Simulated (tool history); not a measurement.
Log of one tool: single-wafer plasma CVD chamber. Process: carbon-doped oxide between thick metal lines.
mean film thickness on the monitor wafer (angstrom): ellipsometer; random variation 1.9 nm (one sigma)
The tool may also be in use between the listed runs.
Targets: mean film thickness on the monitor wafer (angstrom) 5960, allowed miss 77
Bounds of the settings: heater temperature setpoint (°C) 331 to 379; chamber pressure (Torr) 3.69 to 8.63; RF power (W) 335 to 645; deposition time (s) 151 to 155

run,hour,heater temperature setpoint (°C),chamber pressure (Torr),RF power (W),deposition time (s),mean film thickness on the monitor wafer (angstrom)
1,0,355,6.16,490,151,7073.2
2,5.1,360,5.57,465,151,6580.3
3,6.1,365,5.16,460,151,6394.5
4,10.9,368,4.8,455,151,6277.5
5,14,370,4.52,450,151,6174.9
# hour 22.4: RF generator calibrated
6,22.4,370,4.93,450,151,6501.8
7,26.8,365,4.89,450,151,6543.9
8,30.4,370,4.92,435,151,6303
9,32.6,370,4.55,430,151,6194
10,39.5,371,4.28,425,151,6032.9

Which of these 5 next moves meets every target?
A,46.4,359,3.85,410,152,?
B,46.4,368,3.69,440,151,?
C,46.4,378,4.46,420,155,?
D,46.4,368,5.81,405,155,?
E,46.4,371,4.63,400,151,?

move,mean film thickness on the monitor wafer (angstrom)
A,5947.2
B,6160.8
C,6081.3
D,6171.4
E,5760.6
A: meets every target
B: further off than the last run
C: further off than the last run
D: further off than the last run
E: takes the result that was furthest off past its target
Move A is the one to make.
